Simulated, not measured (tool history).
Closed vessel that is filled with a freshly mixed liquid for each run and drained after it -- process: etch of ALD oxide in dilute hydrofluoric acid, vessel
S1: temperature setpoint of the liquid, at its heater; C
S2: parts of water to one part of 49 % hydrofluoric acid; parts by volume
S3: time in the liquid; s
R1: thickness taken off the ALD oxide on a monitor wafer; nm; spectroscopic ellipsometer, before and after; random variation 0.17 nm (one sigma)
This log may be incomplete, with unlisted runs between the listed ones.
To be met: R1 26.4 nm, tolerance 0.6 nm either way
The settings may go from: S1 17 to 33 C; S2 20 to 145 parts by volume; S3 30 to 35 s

run 1 hour=0 | S1=25 S2=80 S3=35 | R1=9.5494
run 2 hour=6.5 | S1=26 S2=70 S3=35 | R1=11.545
run 3 hour=12.4 | S1=26 S2=95 S3=35 | R1=8.1496
run 4 hour=17.2 | S1=27 S2=85 S3=35 | R1=9.8241
run 5 hour=18.4 | S1=27 S2=110 S3=35 | R1=7.3349
run 6 hour=19.3 | S1=28 S2=100 S3=35 | R1=8.4543
run 7 hour=21.9 | S1=28.5 S2=90 S3=35 | R1=9.6031
run 8 hour=29.1 | S1=29 S2=80 S3=35 | R1=11.306
run 9 hour=33.4 | S1=29 S2=80 S3=35 | R1=11.23
run 10 hour=41.6 | S1=29.5 S2=70 S3=35 | R1=13.071
run 11 hour=48.5 | S1=30 S2=65 S3=35 | R1=14.599
run 12 hour=52.6 | S1=30.5 S2=60 S3=35 | R1=16.41
run 13 hour=55.6 | S1=30.5 S2=60 S3=35 | R1=16.435
run 14 hour=58.3 | S1=31 S2=55 S3=35 | R1=18.14
run 15 hour=61.3 | S1=33 S2=30 S3=35 | R1=37.732
run 16 hour=67 | S1=32 S2=30 S3=35 | R1=36.844

5 candidate next runs follow, results not yet known. Just one meets every target within its allowed miss. Identify it.
run A hour=72.7 | S1=33 S2=35 S3=30 | R1=?
run B hour=72.7 | S1=32.5 S2=40 S3=35 | R1=?
run C hour=72.7 | S1=32 S2=35 S3=30 | R1=?
run D hour=72.7 | S1=33 S2=40 S3=35 | R1=?
run E hour=72.7 | S1=29 S2=30 S3=30 | R1=?

move=A R1=27.602
move=B R1=27.403
move=C R1=26.544
move=D R1=27.94
move=E R1=27.705
A: closer than the last run, but not yet in spec
B: closer than the last run, but not yet in spec
C: every result lands within tolerance
D: closer than the last run, but not yet in spec
E: closer than the last run, but not yet in spec
Correct choice: C, which meets every target
